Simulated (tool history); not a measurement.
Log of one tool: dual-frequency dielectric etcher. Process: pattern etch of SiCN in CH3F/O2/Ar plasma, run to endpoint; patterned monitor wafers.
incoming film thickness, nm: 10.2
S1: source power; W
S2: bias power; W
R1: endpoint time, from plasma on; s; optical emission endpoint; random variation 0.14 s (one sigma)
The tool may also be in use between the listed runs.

{"run": 1, "hour": 0.0, "S1": 480, "S2": 95, "R1": 24.675}
{"run": 2, "hour": 6.0, "S1": 400, "S2": 95, "R1": 27.247}
{"run": 3, "hour": 13.7, "S1": 440, "S2": 97, "R1": 26.063}
{"run": 4, "hour": 17.5, "S1": 440, "S2": 83, "R1": 26.884}
{"run": 5, "hour": 25.9, "S1": 510, "S2": 83, "R1": 25.1}
{"run": 6, "hour": 30.6, "S1": 540, "S2": 86, "R1": 23.697}
{"run": 7, "hour": 31.9, "S1": 560, "S2": 87, "R1": 23.031}
{"run": 8, "hour": 33.8, "S1": 580, "S2": 88, "R1": 23.073}
{"run": 9, "hour": 38.9, "S1": 600, "S2": 91, "R1": 22.077}
{"run": 10, "hour": 45.4, "S1": 610, "S2": 92, "R1": 22.041}
{"run": 11, "hour": 50.6, "S1": 620, "S2": 93, "R1": 21.79}
{"run": 12, "hour": 54.7, "S1": 630, "S2": 94, "R1": 21.246}
{"run": 13, "hour": 59.1, "S1": 640, "S2": 94, "R1": 21.139}
{"run": 14, "hour": 68.0, "S1": 650, "S2": 94, "R1": 21.334}

The next listed run, before its measurement:
{"run": 15, "hour": 68.9, "S1": 650, "S2": 94, "R1": "?"}

R1: 21.162 s
